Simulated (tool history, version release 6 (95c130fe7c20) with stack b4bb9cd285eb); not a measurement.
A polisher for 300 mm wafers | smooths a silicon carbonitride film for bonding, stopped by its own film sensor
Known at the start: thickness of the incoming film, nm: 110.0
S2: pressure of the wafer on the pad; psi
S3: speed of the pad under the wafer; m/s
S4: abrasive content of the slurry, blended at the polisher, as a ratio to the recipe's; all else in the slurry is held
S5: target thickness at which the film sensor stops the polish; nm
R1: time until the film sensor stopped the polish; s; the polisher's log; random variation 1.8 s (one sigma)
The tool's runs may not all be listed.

run 1 day=0.000 | flow_of_slurry_(ml/min)=250 S2=1.7 S3=0.94 S4=1.0 S5=89 | R1=114.20
run 2 day=0.175 | flow_of_slurry_(ml/min)=250 S2=1.5 S3=0.94 S4=1.0 S5=89 | R1=128.08
run 3 day=0.454 | flow_of_slurry_(ml/min)=250 S2=1.5 S3=0.84 S4=1.0 S5=89 | R1=139.25
run 4 day=0.688 | flow_of_slurry_(ml/min)=280 S2=1.5 S3=0.84 S4=1.0 S5=89 | R1=138.72
run 5 day=0.962 | flow_of_slurry_(ml/min)=280 S2=1.5 S3=0.84 S4=1.0 S5=88 | R1=141.55
run 6 day=1.042 | flow_of_slurry_(ml/min)=275 S2=1.5 S3=0.84 S4=1.0 S5=88 | R1=142.56
-- day=1.292 slurry nozzle cleaned
run 7 day=1.292 | flow_of_slurry_(ml/min)=270 S2=1.5 S3=0.84 S4=1.0 S5=88 | R1=138.74

The next listed run, before its measurement:
run 8 day=1.329 | flow_of_slurry_(ml/min)=270 S2=1.5 S3=0.84 S4=1.0 S5=88 | R1=?

R1: 144.76 s
